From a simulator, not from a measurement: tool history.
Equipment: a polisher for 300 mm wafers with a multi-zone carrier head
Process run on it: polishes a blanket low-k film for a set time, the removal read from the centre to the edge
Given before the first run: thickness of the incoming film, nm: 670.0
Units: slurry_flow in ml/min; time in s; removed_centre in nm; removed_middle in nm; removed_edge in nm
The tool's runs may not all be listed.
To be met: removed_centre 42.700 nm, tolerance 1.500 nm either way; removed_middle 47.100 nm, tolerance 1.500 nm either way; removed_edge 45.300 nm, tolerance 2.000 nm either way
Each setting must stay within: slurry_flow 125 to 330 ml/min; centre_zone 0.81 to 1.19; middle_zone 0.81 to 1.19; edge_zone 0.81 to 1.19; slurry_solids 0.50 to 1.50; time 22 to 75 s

| run | hour | slurry_flow | centre_zone | middle_zone | edge_zone | slurry_solids | time | removed_centre | removed_middle | removed_edge |
|---|---|---|---|---|---|---|---|---|---|---|
| 1 | 0.0 | 210 | 1.00 | 1.00 | 1.00 | 1.00 | 48 | 37.270 | 36.845 | 35.526 |
| 2 | 3.8 | 210 | 1.00 | 1.00 | 1.00 | 1.10 | 48 | 38.603 | 38.264 | 36.985 |
| 3 | 5.3 | 210 | 1.00 | 1.00 | 0.92 | 1.10 | 48 | 38.852 | 38.287 | 36.733 |
| 4 | 6.1 | 210 | 1.00 | 1.07 | 0.92 | 1.10 | 48 | 38.842 | 40.137 | 35.766 |
| 5 | 14.2 | 210 | 1.00 | 1.07 | 0.92 | 1.00 | 48 | 37.211 | 38.434 | 33.638 |
| 6 | 21.3 | 210 | 1.00 | 1.07 | 0.92 | 1.00 | 57 | 43.293 | 46.320 | 39.858 |
| 7 | 29.2 | 210 | 0.98 | 1.05 | 0.95 | 1.05 | 57 | 43.086 | 46.423 | 42.707 |
| 8 | 36.2 | 210 | 0.97 | 1.05 | 0.96 | 1.05 | 57 | 43.806 | 46.779 | 42.287 |

4 candidate next runs follow, results not yet known. Just one meets every target within its allowed miss. Identify it.
| A | 43.2 | 200 | 0.92 | 1.01 | 0.98 | 1.05 | 60 | ? | ? | ? |
| B | 43.2 | 175 | 0.99 | 1.03 | 1.01 | 1.10 | 59 | ? | ? | ? |
| C | 43.2 | 160 | 0.89 | 1.01 | 1.06 | 1.15 | 63 | ? | ? | ? |
| D | 43.2 | 265 | 0.98 | 1.12 | 0.87 | 0.90 | 56 | ? | ? | ? |

| move | removed_centre | removed_middle | removed_edge |
|---|---|---|---|
| A | 43.648 | 46.776 | 44.948 |
| B | 46.069 | 46.715 | 45.050 |
| C | 44.230 | 49.238 | 49.638 |
| D | 42.159 | 46.062 | 37.954 |
A: every result within its allowed miss
B: the worst result of the last run now meets its target, but another is out of spec
C: carries the result that was furthest off beyond its target, to the other side
D: the biggest miss grows against the last run
Go with A: it meets all targets.
